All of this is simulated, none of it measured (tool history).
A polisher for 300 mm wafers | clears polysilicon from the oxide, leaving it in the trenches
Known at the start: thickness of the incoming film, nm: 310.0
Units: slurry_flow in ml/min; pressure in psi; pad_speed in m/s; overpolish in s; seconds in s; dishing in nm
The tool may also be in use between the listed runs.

run,hour,slurry_flow,pressure,pad_speed,overpolish,seconds,dishing
1,0.0,185,3.1,0.82,9,25.062,58.433
2,2.6,185,2.8,0.82,9,28.075,55.859
3,5.2,185,2.6,0.82,9,30.122,52.974
4,6.0,185,2.4,0.82,9,32.856,51.619
5,13.7,185,2.4,0.82,8,30.460,47.997
6,22.1,230,2.4,0.82,8,29.659,50.296
7,24.4,225,2.2,0.82,8,33.107,46.486
8,29.4,225,2.1,0.82,8,34.407,45.086
9,31.3,225,2.0,0.82,8,34.600,45.112
10,33.3,225,1.9,0.82,8,36.350,44.863

Forecast run 11:
11,34.0,225,1.8,0.82,8,?,?

Run 11 gave seconds 38.699 s, dishing 43.031 nm.

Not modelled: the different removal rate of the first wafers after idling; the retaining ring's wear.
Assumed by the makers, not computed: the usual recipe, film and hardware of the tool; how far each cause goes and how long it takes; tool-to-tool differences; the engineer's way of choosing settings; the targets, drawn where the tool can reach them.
